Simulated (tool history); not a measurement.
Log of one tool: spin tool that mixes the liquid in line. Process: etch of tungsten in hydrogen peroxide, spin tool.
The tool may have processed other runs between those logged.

| run | hour | temperature setpoint of the liquid (K) | concentration of hydrogen peroxide in the mixed liquid (% by weight) | time under the liquid (s) | thickness taken off the tungsten on a monitor wafer (angstrom) |
|---|---|---|---|---|---|
| 1 | 0 | 317.15 | 16.5 | 45 | 457.69 |
| 2 | 0.7 | 316.15 | 16.5 | 45 | 427.36 |
| 3 | 4.7 | 316.15 | 16.5 | 45 | 427.14 |
| 4 | 8.1 | 316.15 | 18 | 45 | 447.79 |
| 5 | 10.5 | 315.15 | 18 | 45 | 418.99 |
| 6 | 15.7 | 315.15 | 18 | 45 | 419.25 |

Estimate the outcome of run 7 from the log above:
| 7 | 19 | 314.15 | 18 | 45 | ? |

thickness taken off the tungsten on a monitor wafer (angstrom): 392.38
